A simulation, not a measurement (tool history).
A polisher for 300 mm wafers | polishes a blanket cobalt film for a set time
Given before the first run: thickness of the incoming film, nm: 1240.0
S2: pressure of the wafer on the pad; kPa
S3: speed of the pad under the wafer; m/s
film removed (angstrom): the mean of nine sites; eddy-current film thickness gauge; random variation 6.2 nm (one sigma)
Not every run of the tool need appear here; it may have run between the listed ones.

{"run": 1, "hour": 0.0, "flow of slurry (ml/min)": 305, "S2": 11, "S3": 1.28, "polishing time (s)": 109, "film removed (angstrom)": 6473.2}
{"run": 2, "hour": 8.2, "flow of slurry (ml/min)": 305, "S2": 10.3, "S3": 1.28, "polishing time (s)": 109, "film removed (angstrom)": 6034}
{"run": 3, "hour": 14.7, "flow of slurry (ml/min)": 245, "S2": 10.3, "S3": 1.28, "polishing time (s)": 109, "film removed (angstrom)": 6009.9}
{"run": 4, "hour": 20.2, "flow of slurry (ml/min)": 245, "S2": 9, "S3": 1.28, "polishing time (s)": 109, "film removed (angstrom)": 5260.5}
{"run": 5, "hour": 25.2, "flow of slurry (ml/min)": 245, "S2": 6.2, "S3": 1.28, "polishing time (s)": 109, "film removed (angstrom)": 3629}
{"run": 6, "hour": 25.9, "flow of slurry (ml/min)": 305, "S2": 6.2, "S3": 1.28, "polishing time (s)": 109, "film removed (angstrom)": 3727.2}

Predict the results of run 7:
{"run": 7, "hour": 27.4, "flow of slurry (ml/min)": 305, "S2": 9.7, "S3": 1.3, "polishing time (s)": 109, "film removed (angstrom)": "?"}

film removed (angstrom): 5656.6

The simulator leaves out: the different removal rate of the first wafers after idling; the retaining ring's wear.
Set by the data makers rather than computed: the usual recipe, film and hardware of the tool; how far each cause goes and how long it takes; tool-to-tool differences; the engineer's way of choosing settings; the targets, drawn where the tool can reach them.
